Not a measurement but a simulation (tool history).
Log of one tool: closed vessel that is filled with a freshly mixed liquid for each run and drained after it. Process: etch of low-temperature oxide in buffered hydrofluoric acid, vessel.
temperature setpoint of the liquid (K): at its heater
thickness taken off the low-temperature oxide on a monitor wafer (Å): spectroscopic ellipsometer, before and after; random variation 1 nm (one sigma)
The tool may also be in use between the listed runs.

| run | day | temperature setpoint of the liquid (K) | parts of 40 % ammonium fluoride to one part of 49 % hydrofluoric acid (parts by volume) | time in the liquid (s) | thickness taken off the low-temperature oxide on a monitor wafer (Å) |
|---|---|---|---|---|---|
| 1 | 0 | 296.15 | 18 | 30 | 686.14 |
| 2 | 0.275 | 296.15 | 16 | 30 | 768.47 |
| 3 | 0.371 | 297.65 | 16 | 30 | 837.1 |
| 4 | 0.583 | 299.65 | 16 | 30 | 921.18 |
| 5 | 0.717 | 300.65 | 16 | 30 | 971.53 |
| 6 | 1.079 | 300.65 | 11 | 30 | 1406.2 |
| 7 | 1.354 | 299.65 | 11 | 30 | 1343.3 |

Forecast run 8:
| 8 | 1.567 | 299.15 | 11 | 30 | ? |

Run 8 gave thickness taken off the low-temperature oxide on a monitor wafer (Å) 1305.
